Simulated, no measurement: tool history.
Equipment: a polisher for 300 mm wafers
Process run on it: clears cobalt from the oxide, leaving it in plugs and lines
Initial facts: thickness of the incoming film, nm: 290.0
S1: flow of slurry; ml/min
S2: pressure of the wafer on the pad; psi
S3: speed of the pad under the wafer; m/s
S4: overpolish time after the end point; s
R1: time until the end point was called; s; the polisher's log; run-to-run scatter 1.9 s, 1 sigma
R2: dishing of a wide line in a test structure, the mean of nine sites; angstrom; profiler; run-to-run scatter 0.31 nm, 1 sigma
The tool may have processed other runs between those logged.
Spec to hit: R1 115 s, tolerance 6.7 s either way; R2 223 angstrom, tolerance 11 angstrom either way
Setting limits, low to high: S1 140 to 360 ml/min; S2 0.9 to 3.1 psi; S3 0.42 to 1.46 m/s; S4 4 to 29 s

| run | hour | S1 | S2 | S3 | S4 | R1 | R2 |
|---|---|---|---|---|---|---|---|
| 1 | 0 | 230 | 2 | 0.94 | 15 | 62.371 | 486.9 |
| 2 | 3 | 230 | 1.6 | 0.94 | 15 | 79.185 | 410.62 |
| 3 | 10.9 | 230 | 1.9 | 0.94 | 15 | 67.409 | 464.61 |
| 4 | 12.7 | 230 | 1.9 | 0.86 | 15 | 68.219 | 453.08 |
| 5 | 17.1 | 230 | 1.6 | 0.86 | 15 | 82.388 | 398.31 |
| 6 | 18.7 | 230 | 1.5 | 0.84 | 14 | 90.382 | 344.28 |
| 7 | 23.9 | 230 | 1.4 | 0.84 | 13 | 94.483 | 324.2 |
| 8 | 25.2 | 230 | 1.1 | 0.76 | 6 | 129.22 | 128.36 |
| 9 | 26.3 | 220 | 1.4 | 0.72 | 12 | 108.28 | 277.17 |
|  | 34.6 | worn pad replaced by a new one |
| 10 | 34.6 | 230 | 1.4 | 0.72 | 12 | 97.126 | 300.89 |
| 11 | 39.3 | 220 | 1.4 | 0.76 | 12 | 94.197 | 306.65 |
| 12 | 42.4 | 230 | 1.4 | 0.76 | 12 | 92.679 | 309.95 |
| 13 | 49.1 | 220 | 1.4 | 0.8 | 12 | 92.546 | 307.08 |
| 14 | 58 | 230 | 1.4 | 0.8 | 12 | 87.105 | 316.73 |
| 15 | 64.1 | 220 | 1.4 | 0.82 | 12 | 88.993 | 309.28 |
| 16 | 71.9 | 235 | 1.4 | 0.82 | 12 | 90.489 | 315.29 |
| 17 | 76.3 | 220 | 1.4 | 0.82 | 12 | 89.616 | 315.65 |
| 18 | 78.1 | 220 | 1 | 0.7 | 7 | 136.17 | 140.08 |
| 19 | 86 | 220 | 1.1 | 0.66 | 7 | 124.57 | 147.04 |
| 20 | 91.6 | 220 | 1.1 | 0.66 | 7 | 131.24 | 145.48 |
| 21 | 99.7 | 220 | 1.1 | 0.66 | 7 | 126.76 | 142.67 |
| 22 | 101.3 | 220 | 1.1 | 0.68 | 8 | 122.48 | 171.58 |

Of the 4 settings listed for the next run, only one would bring every result within its allowed miss of target. Which one?
| A | 102.9 | 175 | 0.9 | 0.88 | 12 | ? | ? |
| B | 102.9 | 175 | 1 | 0.8 | 11 | ? | ? |
| C | 102.9 | 205 | 1.3 | 0.76 | 9 | ? | ? |
| D | 102.9 | 260 | 1.3 | 0.54 | 10 | ? | ? |

| move | R1 | R2 |
|---|---|---|
| A | 135.48 | 225.26 |
| B | 129.6 | 217.03 |
| C | 101.8 | 224.63 |
| D | 117.82 | 216.99 |
A: corrects the largest miss of the last run, while another result sits out of spec
B: corrects the largest miss of the last run, while another result sits out of spec
C: corrects the largest miss of the last run, while another result sits out of spec
D: all results land within tolerance of their targets
So the answer is move D, the one that meets all the targets.

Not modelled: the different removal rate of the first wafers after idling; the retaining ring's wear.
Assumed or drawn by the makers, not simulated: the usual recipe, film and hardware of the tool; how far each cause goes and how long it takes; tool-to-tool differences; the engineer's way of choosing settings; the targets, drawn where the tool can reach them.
